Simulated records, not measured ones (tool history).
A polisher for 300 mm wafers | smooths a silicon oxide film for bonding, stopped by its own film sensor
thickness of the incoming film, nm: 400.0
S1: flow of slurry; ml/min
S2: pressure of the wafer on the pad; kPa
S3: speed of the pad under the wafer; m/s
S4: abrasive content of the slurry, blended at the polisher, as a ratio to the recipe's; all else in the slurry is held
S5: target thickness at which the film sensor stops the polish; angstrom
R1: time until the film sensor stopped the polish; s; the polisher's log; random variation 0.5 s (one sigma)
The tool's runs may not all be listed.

run  hour   S1    S2    S3   S4    S5      R1
  1   0.0  150  15.9  0.90  1.0  3560  63.184
  2   2.8  150  15.9  0.76  1.0  3560  68.859
  3  10.0  150  16.5  0.76  1.0  3560  65.872
  4  14.7  150  16.5  0.54  1.0  3560  77.639
  5  21.4  150  17.2  0.54  1.0  3560  76.722
  6  28.8  150  17.9  0.56  1.0  3560  73.849
  7  33.6  150  18.6  0.58  1.0  3560  70.493
  8  39.7  150  19.3  0.60  1.0  3560  68.884
  9  42.7  150  20.0  0.64  1.0  3560  62.720
 10  45.4  150  20.7  0.66  1.0  3560  61.668
 11  50.9  150  21.4  0.68  1.0  3560  60.233
 12  53.1  150  22.1  0.70  1.0  3560  57.933
 13  56.4  150  22.8  0.72  1.0  3560  54.903
 14  65.1  150  22.8  0.74  1.0  3560  55.646
 15  66.2  150  22.8  0.76  1.0  3560  54.247

Forecast run 16:
 16  68.1  150  22.8  0.78  1.0  3560   ?

{"run 16": {"R1": 53.989}}

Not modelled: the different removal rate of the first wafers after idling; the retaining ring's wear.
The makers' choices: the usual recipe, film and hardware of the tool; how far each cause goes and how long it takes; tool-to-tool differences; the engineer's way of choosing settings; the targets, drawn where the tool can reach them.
